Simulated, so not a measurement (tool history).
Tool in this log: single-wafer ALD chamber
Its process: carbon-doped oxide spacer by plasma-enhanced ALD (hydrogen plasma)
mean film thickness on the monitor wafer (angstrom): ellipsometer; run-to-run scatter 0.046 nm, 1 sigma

run  hour  heater temperature setpoint (K)  number of ALD cycles (cycles)  mean film thickness on the monitor wafer (angstrom)
  1   0.0                           698.15                            342                                               150.31
  2   6.1                           694.15                            342                                               152.31
  3   8.5                           693.15                            349                                               155.72
  4  15.5                           692.15                            355                                               159.32
  5  22.1                           691.15                            359                                               161.86
  6  30.1                           690.15                            362                                               163.51

Run 7 has not been measured yet. What should we expect?
  7  37.6                           689.15                            365                                                    ?

{"run 7": {"mean film thickness on the monitor wafer (angstrom)": 164.75}}
